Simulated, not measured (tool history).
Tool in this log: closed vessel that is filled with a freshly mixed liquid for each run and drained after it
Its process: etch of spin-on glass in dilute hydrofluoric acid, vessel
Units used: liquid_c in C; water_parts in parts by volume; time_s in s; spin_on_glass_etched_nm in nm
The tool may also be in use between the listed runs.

run	hour	liquid_c	water_parts	time_s	spin_on_glass_etched_nm
1	0.0	22.0	235	610	83.118
2	8.3	20.5	265	610	67.781
3	15.3	24.0	265	610	76.728
4	17.2	22.0	285	610	65.507
5	19.7	22.0	320	610	55.980
6	25.1	19.5	320	610	51.434
7	30.1	19.0	330	610	48.291

Run 8, settings as shown, results not yet in. Your forecast:
8	32.1	18.5	335	610	?

{"run 8": {"spin_on_glass_etched_nm": 46.706}}
